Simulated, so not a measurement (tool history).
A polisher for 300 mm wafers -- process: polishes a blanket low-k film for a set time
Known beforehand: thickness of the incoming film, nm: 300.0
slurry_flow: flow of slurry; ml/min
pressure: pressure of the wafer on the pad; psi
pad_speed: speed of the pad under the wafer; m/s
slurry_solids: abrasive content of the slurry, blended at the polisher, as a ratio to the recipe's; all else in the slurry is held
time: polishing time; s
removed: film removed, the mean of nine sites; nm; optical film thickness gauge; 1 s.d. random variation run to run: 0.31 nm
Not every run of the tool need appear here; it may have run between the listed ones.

run  hour  slurry_flow  pressure  pad_speed  slurry_solids  time  removed
  1     0          185       1.7       1.02              1    88   34.869
  2   2.7          185       1.5          1              1    88   30.837
  3   8.7          185       1.5        1.2              1    88   34.071
  4  13.1          185       1.5        1.2              1    88   35.093
  5    22          185       1.5        1.2            0.9    88   33.746
  6  27.7          185       1.5       0.96            0.9    88   27.977
  7  36.2          185       1.4       0.96            0.9    88   26.007

Run 8 comes next. What will it give?
  8  42.3          185       1.3       0.96            0.9    88        ?

Run 8 yielded removed 23.622 nm.

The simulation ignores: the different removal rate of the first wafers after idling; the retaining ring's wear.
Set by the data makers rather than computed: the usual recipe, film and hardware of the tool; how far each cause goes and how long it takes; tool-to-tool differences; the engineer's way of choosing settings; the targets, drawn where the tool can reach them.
